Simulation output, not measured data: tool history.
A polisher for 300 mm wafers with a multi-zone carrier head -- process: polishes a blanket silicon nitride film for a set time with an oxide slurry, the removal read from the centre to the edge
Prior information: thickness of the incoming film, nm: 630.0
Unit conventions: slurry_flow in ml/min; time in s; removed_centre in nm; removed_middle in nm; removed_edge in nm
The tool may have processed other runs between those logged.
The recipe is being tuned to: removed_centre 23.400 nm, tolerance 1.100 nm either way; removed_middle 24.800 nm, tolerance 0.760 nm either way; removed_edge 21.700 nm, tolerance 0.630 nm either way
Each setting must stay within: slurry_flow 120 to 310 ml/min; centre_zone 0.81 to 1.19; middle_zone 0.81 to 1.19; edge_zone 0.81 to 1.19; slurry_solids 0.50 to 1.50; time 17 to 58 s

run  hour  slurry_flow  centre_zone  middle_zone  edge_zone  slurry_solids  time  removed_centre  removed_middle  removed_edge
  1   0.0          200         1.00         1.00       1.00           1.00    37          35.092          34.761        34.396
  2   7.7          200         0.99         1.01       0.95           0.85    35          31.051          32.060        30.225
  3  12.1          200         0.99         1.01       0.92           0.75    33          27.374          29.788        27.281
  4  14.1          195         1.02         1.00       0.89           0.65    32          26.662          27.113        24.922
  5  21.9          195         1.02         1.03       0.89           0.65    32          26.335          27.822        24.702
  6  30.0          185         1.02         1.02       0.87           0.60    32          25.554          26.364        23.777
  7  32.5          170         1.02         1.03       0.85           0.60    32          25.551          26.143        23.975
  8  34.5          175         1.02         1.03       0.85           0.55    31          24.388          25.078        22.440

Exercise: of the 5 proposed moves below, exactly one satisfies all targets within the stated allowed misses. Which move is it?
  A  36.5          180         1.14         1.00       0.83           0.75    29               ?               ?             ?
  B  36.5          185         1.04         1.05       0.82           0.50    32               ?               ?             ?
  C  36.5          150         1.04         1.08       0.87           0.65    29               ?               ?             ?
  D  36.5          180         0.99         0.91       0.82           0.50    34               ?               ?             ?
  E  36.5          155         1.12         0.99       0.83           0.55    32               ?               ?             ?

move  removed_centre  removed_middle  removed_edge
   A          27.497          24.627        22.595
   B          25.154          25.618        22.490
   C          23.191          24.249        21.630
   D          25.272          24.381        23.849
   E          26.659          24.221        22.568
A: lands further from the targets than the last run did
B: lands further from the targets than the last run did
C: in spec on every target
D: lands further from the targets than the last run did
E: lands further from the targets than the last run did
The move that meets every target is C.
